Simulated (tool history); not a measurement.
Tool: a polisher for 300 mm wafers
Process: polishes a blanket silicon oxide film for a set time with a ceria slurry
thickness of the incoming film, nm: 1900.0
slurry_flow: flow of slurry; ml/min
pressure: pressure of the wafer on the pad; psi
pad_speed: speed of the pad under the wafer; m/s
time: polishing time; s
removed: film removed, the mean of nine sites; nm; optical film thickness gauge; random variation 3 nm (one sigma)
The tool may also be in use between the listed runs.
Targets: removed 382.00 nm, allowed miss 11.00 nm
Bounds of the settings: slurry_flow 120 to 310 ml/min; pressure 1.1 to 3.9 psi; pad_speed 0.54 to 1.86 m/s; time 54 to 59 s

run,hour,slurry_flow,pressure,pad_speed,time,removed
1,0.0,200,2.5,1.18,59,260.56
2,5.2,200,2.5,1.18,54,237.44
3,13.4,200,2.2,1.18,54,210.82
4,16.0,205,2.5,1.18,54,239.17
5,22.2,205,2.5,0.88,54,183.12
# hour 26.8: head pressure recalibrated
6,26.8,205,2.2,0.88,54,180.86
7,35.0,205,2.2,0.88,54,182.10
8,35.7,215,2.6,0.98,54,238.26
9,39.1,235,2.6,0.98,54,236.97
10,46.8,235,3.3,1.00,54,306.05
11,53.9,250,3.9,1.02,54,366.89
12,61.2,255,3.9,1.02,54,374.71

Which of these 4 next moves meets every target?
A,68.5,260,3.7,1.10,55,?
B,68.5,275,3.7,0.94,58,?
C,68.5,245,3.5,1.00,59,?
D,68.5,245,3.9,0.96,54,?

move,removed
A,386.69
B,356.20
C,358.37
D,351.30
A: meets every target
B: further off than the last run
C: further off than the last run
D: further off than the last run
Move A is the one to make.
